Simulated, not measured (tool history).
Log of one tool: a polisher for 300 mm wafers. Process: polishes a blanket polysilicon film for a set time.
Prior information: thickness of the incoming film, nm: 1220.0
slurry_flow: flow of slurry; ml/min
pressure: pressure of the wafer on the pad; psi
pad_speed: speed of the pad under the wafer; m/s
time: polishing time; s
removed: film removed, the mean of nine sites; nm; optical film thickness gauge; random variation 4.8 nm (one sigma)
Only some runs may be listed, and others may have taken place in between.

{"run": 1, "hour": 0.0, "slurry_flow": 225, "pressure": 3.0, "pad_speed": 0.9, "time": 36, "removed": 309.09}
{"run": 2, "hour": 3.5, "slurry_flow": 225, "pressure": 3.3, "pad_speed": 0.9, "time": 36, "removed": 342.42}
{"run": 3, "hour": 6.9, "slurry_flow": 225, "pressure": 3.5, "pad_speed": 0.9, "time": 36, "removed": 356.35}
{"run": 4, "hour": 14.1, "slurry_flow": 225, "pressure": 3.7, "pad_speed": 0.9, "time": 36, "removed": 375.45}
{"run": 5, "hour": 22.9, "slurry_flow": 225, "pressure": 3.7, "pad_speed": 0.9, "time": 36, "removed": 379.96}
{"run": 6, "hour": 31.5, "slurry_flow": 170, "pressure": 3.7, "pad_speed": 0.9, "time": 36, "removed": 368.22}
{"run": 7, "hour": 32.6, "slurry_flow": 170, "pressure": 3.7, "pad_speed": 0.9, "time": 36, "removed": 362.85}
{"run": 8, "hour": 33.9, "slurry_flow": 180, "pressure": 3.9, "pad_speed": 0.9, "time": 36, "removed": 394.65}

For run 9, what comes out?
{"run": 9, "hour": 41.3, "slurry_flow": 205, "pressure": 4.2, "pad_speed": 0.9, "time": 36, "removed": "?"}

{"run 9": {"removed": 425.55}}

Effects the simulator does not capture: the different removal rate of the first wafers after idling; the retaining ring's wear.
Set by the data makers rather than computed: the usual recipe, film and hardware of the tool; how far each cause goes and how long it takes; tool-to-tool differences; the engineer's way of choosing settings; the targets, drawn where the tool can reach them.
